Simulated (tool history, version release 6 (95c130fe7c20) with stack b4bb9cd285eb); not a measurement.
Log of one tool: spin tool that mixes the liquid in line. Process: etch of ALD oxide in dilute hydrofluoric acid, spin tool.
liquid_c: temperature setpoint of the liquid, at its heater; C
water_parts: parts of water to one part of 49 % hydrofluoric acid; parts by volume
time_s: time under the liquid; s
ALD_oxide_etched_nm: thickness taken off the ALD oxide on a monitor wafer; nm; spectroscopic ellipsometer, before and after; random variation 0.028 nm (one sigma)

run  hour  liquid_c  water_parts  time_s  ALD_oxide_etched_nm
  1   0.0      21.0          185      45               5.9112
  2   8.2      21.0          185      45               5.8559
  3  16.1      20.5          195      45               5.4445
  4  19.9      20.5          195      25               3.0035
  5  21.5      21.0          195      25               3.0688
  6  23.6      21.0          195      45               5.5215
  7  26.8      20.5          195      45               5.4969
  8  30.4      21.5          200      45               5.3910
  9  32.0      21.0          200      45               5.3318
 10  38.7      20.5          205      45               5.1300

Run 11 comes next. What will it give?
 11  45.8      20.0          215      45                    ?

Run 11 gave ALD_oxide_etched_nm 4.6805 nm.
